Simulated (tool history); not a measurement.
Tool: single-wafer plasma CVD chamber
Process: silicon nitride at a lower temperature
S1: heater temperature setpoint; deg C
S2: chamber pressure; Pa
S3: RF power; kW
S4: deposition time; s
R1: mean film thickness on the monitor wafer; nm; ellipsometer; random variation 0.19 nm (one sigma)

run	hour	S1	S2	S3	S4	R1
1	0.0	365	269	0.235	29.2	28.318
2	0.8	365	279	0.235	29.2	29.149
3	7.2	365	284	0.235	29.2	29.228
4	10.5	365	284	0.235	29.2	29.281
5	17.2	365	284	0.235	29.2	29.124
6	23.5	365	267	0.235	29.2	28.684
7	30.6	365	275	0.235	29.2	28.535

Forecast run 8:
8	37.3	365	325	0.260	29.2	?

R1: 32.719 nm

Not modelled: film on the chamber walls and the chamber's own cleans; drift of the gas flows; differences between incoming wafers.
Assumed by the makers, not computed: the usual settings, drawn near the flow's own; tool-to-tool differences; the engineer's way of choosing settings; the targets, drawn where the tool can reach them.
